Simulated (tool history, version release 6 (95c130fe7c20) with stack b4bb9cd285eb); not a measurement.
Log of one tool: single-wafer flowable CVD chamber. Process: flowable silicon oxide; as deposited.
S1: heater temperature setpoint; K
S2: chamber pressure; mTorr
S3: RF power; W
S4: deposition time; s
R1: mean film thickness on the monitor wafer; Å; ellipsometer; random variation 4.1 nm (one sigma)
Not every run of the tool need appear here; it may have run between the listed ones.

{"run": 1, "hour": 0.0, "S1": 373.15, "S2": 671, "S3": 2670, "S4": 952, "R1": 4901.8}
{"run": 2, "hour": 6.1, "S1": 368.15, "S2": 671, "S3": 2670, "S4": 952, "R1": 5913}
{"run": 3, "hour": 14.3, "S1": 374.15, "S2": 671, "S3": 2670, "S4": 952, "R1": 4695.4}
{"run": 4, "hour": 17.0, "S1": 369.15, "S2": 671, "S3": 2670, "S4": 952, "R1": 5704.4}
{"run": 5, "hour": 21.0, "S1": 365.15, "S2": 671, "S3": 2670, "S4": 952, "R1": 6602.6}
{"run": 6, "hour": 23.5, "S1": 374.15, "S2": 671, "S3": 2670, "S4": 952, "R1": 4702.3}
{"run": 7, "hour": 29.1, "S1": 374.15, "S2": 671, "S3": 2670, "S4": 952, "R1": 4663}
{"run": 8, "hour": 33.6, "S1": 362.15, "S2": 673, "S3": 2670, "S4": 952, "R1": 7334.3}
{"run": 9, "hour": 35.0, "S1": 360.15, "S2": 673, "S3": 2670, "S4": 952, "R1": 7893.7}

Run 10 is up next; what results do you expect?
{"run": 10, "hour": 39.5, "S1": 358.15, "S2": 673, "S3": 2670, "S4": 952, "R1": "?"}

Run 10 yielded R1 8474.6 Å.
